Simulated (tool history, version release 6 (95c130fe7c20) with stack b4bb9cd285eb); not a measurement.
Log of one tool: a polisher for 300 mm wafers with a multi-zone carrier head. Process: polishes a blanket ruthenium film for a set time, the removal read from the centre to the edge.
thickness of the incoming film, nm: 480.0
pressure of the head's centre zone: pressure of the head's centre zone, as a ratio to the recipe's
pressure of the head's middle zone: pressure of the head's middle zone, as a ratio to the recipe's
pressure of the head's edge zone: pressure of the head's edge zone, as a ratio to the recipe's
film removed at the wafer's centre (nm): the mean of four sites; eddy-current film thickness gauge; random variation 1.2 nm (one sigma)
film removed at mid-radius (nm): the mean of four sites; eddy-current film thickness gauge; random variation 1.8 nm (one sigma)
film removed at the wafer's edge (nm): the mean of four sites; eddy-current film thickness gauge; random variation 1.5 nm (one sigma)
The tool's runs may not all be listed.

run  hour  flow of slurry (ml/min)  pressure of the head's centre zone  pressure of the head's middle zone  pressure of the head's edge zone  polishing time (s)  film removed at the wafer's centre (nm)  film removed at mid-radius (nm)  film removed at the wafer's edge (nm)
  1   0.0                      265                                1.00                                1.00                              1.00                  75                                   89.890                           91.110                                 93.151
  2   6.5                      325                                1.00                                1.00                              1.00                  75                                   92.607                           92.720                                 92.977
  3  15.0                      325                                1.00                                1.08                              1.00                  75                                   93.093                           99.104                                 94.482
  4  20.6                      325                                1.00                                1.08                              1.00                  92                                  114.640                          121.390                                115.850
  5  22.5                      335                                1.03                                1.11                              0.99                  93                                  117.440                          129.680                                115.240
  6  23.1                      335                                0.98                                1.11                              0.99                  93                                  115.100                          125.530                                116.330
  7  31.9                      345                                1.02                                1.09                              0.98                  94                                  120.160                          125.430                                115.840
  8  38.6                      350                                1.05                                1.10                              0.99                  95                                  123.270                          128.980                                118.750

Run 9 comes next. What will it give?
  9  42.1                      355                                1.07                                1.11                              0.98                  96                                        ?                                ?                                      ?

{"run 9": {"film removed at the wafer's centre (nm)": 128.09, "film removed at mid-radius (nm)": 133.14, "film removed at the wafer's edge (nm)": 120.42}}

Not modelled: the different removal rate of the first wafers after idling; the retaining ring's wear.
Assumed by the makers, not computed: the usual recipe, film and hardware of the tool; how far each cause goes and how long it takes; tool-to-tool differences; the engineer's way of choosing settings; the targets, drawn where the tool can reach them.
